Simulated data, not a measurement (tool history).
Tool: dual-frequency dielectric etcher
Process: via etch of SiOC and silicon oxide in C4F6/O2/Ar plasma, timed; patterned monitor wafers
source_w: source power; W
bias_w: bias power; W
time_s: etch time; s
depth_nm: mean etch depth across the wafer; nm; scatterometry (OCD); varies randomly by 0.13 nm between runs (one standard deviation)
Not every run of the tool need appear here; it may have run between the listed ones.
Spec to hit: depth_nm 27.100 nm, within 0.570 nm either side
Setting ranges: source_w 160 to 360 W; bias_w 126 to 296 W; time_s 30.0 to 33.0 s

run	hour	source_w	bias_w	time_s	depth_nm
1	0.0	260	211	33.0	32.788
2	5.0	260	211	33.0	33.189
3	10.7	290	211	33.0	34.885
4	19.6	270	205	33.0	33.424
5	20.9	250	205	33.0	32.259
6	25.6	250	205	33.0	32.072
7	29.5	230	202	33.0	30.663
8	30.8	220	200	33.0	29.605
9	39.0	210	199	33.0	29.059
10	40.0	200	198	33.0	28.207

5 next moves are on the table. One of them brings every result within its allowed miss. Which?
A	41.0	200	220	32.5	?
B	41.0	200	211	30.0	?
C	41.0	260	126	31.0	?
D	41.0	190	181	32.0	?
E	41.0	210	198	33.0	?

move	depth_nm
A	28.754
B	26.228
C	27.143
D	26.093
E	29.070
A: lands further from the targets than the last run did
B: moves the result that the last run missed by most past its target, out the other side
C: every result within its allowed miss
D: moves the result that the last run missed by most past its target, out the other side
E: lands further from the targets than the last run did
The move that meets every target is C.

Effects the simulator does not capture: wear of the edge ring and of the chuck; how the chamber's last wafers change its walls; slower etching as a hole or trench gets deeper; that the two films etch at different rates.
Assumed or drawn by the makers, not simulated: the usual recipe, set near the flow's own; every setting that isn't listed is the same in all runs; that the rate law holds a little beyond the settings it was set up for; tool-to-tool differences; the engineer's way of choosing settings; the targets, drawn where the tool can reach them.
